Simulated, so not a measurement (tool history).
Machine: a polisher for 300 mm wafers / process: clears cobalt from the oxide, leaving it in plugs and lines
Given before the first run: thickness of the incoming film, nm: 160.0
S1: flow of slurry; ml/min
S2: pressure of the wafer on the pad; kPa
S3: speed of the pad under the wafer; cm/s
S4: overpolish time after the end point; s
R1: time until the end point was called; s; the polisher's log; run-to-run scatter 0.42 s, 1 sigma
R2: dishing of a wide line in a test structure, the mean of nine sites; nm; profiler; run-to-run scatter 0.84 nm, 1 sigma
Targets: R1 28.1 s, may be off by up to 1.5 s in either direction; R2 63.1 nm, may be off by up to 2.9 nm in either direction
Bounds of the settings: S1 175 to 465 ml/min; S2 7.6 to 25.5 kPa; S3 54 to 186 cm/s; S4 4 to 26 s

run 1 hour=0 | S1=295 S2=16.5 S3=118 S4=13 | R1=18.941 R2=57.172
run 2 hour=8.6 | S1=295 S2=15.9 S3=118 S4=14 | R1=20.108 R2=58.62
run 3 hour=13.1 | S1=295 S2=13.1 S3=118 S4=14 | R1=23.861 R2=53.493
run 4 hour=17.3 | S1=295 S2=13.1 S3=118 S4=15 | R1=23.855 R2=55.735
run 5 hour=18.8 | S1=295 S2=13.1 S3=92 S4=15 | R1=30.018 R2=47.715
run 6 hour=20.7 | S1=295 S2=16.5 S3=92 S4=15 | R1=24.516 R2=55.755
run 7 hour=29.4 | S1=295 S2=16.5 S3=92 S4=16 | R1=23.724 R2=56.698
run 8 hour=37.5 | S1=295 S2=15.9 S3=92 S4=17 | R1=24.995 R2=58.521
run 9 hour=43.5 | S1=295 S2=14.5 S3=92 S4=19 | R1=27.362 R2=57.726

Pick the move, out of 5, that brings all results within their allowed miss; only one does.
run A hour=49.5 | S1=340 S2=14.5 S3=100 S4=20 | R1=? R2=?
run B hour=49.5 | S1=305 S2=14.5 S3=104 S4=20 | R1=? R2=?
run C hour=49.5 | S1=300 S2=15.9 S3=98 S4=19 | R1=? R2=?
run D hour=49.5 | S1=305 S2=13.1 S3=118 S4=26 | R1=? R2=?
run E hour=49.5 | S1=310 S2=13.1 S3=100 S4=23 | R1=? R2=?

move=A R1=25.046 R2=62.974
move=B R1=24.324 R2=63.794
move=C R1=23.623 R2=63.148
move=D R1=23.705 R2=71.337
move=E R1=27.785 R2=64.058
A: corrects the largest miss of the last run, while another result sits out of spec
B: corrects the largest miss of the last run, while another result sits out of spec
C: corrects the largest miss of the last run, while another result sits out of spec
D: the result that was furthest off in the last run now lies on the other side of its target
E: each result inside its tolerance
So the answer is move E, the one that meets all the targets.
